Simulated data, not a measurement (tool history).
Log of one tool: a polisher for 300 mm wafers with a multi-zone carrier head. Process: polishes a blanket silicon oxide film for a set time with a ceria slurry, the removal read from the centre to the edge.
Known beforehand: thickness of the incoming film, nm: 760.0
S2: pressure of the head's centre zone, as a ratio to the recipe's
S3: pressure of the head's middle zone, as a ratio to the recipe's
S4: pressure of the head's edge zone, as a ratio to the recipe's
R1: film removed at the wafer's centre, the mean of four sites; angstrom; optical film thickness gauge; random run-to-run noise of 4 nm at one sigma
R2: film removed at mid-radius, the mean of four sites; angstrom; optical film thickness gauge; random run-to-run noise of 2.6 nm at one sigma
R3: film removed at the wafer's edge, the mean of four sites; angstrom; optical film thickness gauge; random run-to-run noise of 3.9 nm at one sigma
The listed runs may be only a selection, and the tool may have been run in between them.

run 1 hour=0 | flow_of_slurry_(ml/min)=120 S2=1 S3=1 S4=1 polishing_time_(s)=54 | R1=1862.1 R2=1980.2 R3=1917.7
run 2 hour=8.1 | flow_of_slurry_(ml/min)=125 S2=1.03 S3=0.99 S4=1.03 polishing_time_(s)=57 | R1=2071.8 R2=2031.3 R3=2066
run 3 hour=13 | flow_of_slurry_(ml/min)=125 S2=1.03 S3=0.99 S4=1.09 polishing_time_(s)=57 | R1=1976.9 R2=2062.6 R3=2083.8
run 4 hour=13.5 | flow_of_slurry_(ml/min)=150 S2=1.03 S3=0.99 S4=1.09 polishing_time_(s)=57 | R1=2160.7 R2=2093.2 R3=2179.3
run 5 hour=20.5 | flow_of_slurry_(ml/min)=150 S2=1.03 S3=0.99 S4=1.01 polishing_time_(s)=57 | R1=2173.1 R2=2135.7 R3=2105.3
run 6 hour=26.5 | flow_of_slurry_(ml/min)=150 S2=1.03 S3=0.94 S4=1.01 polishing_time_(s)=57 | R1=2130.1 R2=2074.3 R3=2113.8
run 7 hour=35.1 | flow_of_slurry_(ml/min)=155 S2=1.05 S3=0.93 S4=1.03 polishing_time_(s)=59 | R1=2247.1 R2=2106.9 R3=2152.2
run 8 hour=38.7 | flow_of_slurry_(ml/min)=155 S2=1.05 S3=0.93 S4=1.03 polishing_time_(s)=59 | R1=2214.3 R2=2086.5 R3=2197.3
run 9 hour=40.7 | flow_of_slurry_(ml/min)=160 S2=1.07 S3=0.94 S4=1.04 polishing_time_(s)=61 | R1=2395.3 R2=2220 R3=2297.8
run 10 hour=48.4 | flow_of_slurry_(ml/min)=165 S2=1.09 S3=0.94 S4=1.06 polishing_time_(s)=62 | R1=2524.1 R2=2244.8 R3=2305.3
run 11 hour=49 | flow_of_slurry_(ml/min)=170 S2=1.09 S3=0.93 S4=1.08 polishing_time_(s)=64 | R1=2585.8 R2=2333.5 R3=2408.4
run 12 hour=56 | flow_of_slurry_(ml/min)=170 S2=1.1 S3=0.91 S4=1.09 polishing_time_(s)=65 | R1=2615.8 R2=2326.7 R3=2576

Expected results for the next run?
run 13 hour=61.5 | flow_of_slurry_(ml/min)=170 S2=1.1 S3=0.91 S4=1.09 polishing_time_(s)=65 | R1=? R2=? R3=?

R1: 2616.2 angstrom
R2: 2309 angstrom
R3: 2472.5 angstrom
